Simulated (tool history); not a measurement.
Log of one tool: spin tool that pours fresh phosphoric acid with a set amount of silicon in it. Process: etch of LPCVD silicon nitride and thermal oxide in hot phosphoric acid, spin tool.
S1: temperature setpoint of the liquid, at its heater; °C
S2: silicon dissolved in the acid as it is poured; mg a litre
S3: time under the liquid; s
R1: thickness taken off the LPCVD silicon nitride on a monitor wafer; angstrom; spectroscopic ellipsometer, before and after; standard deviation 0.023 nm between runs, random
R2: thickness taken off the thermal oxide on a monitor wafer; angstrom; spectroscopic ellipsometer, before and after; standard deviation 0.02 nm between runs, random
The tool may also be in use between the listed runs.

run,hour,S1,S2,S3,R1,R2
1,0.0,161.0,11.0,105,102.630,2.6288
2,2.8,160.0,8.0,95,89.670,2.6169
3,8.1,160.0,8.0,55,51.782,1.2673
4,13.8,161.5,7.0,60,60.016,1.5638
5,19.3,161.5,12.0,60,59.575,1.4270
6,25.9,163.0,10.0,60,63.175,1.6834
7,34.0,164.0,10.0,60,64.589,1.5637
8,38.8,165.0,3.0,70,78.157,2.6067

Run 9 has not been measured yet. What should we expect?
9,41.6,164.0,4.0,70,?,?

Run 9 came out at R1 75.564 angstrom, R2 2.6040 angstrom.
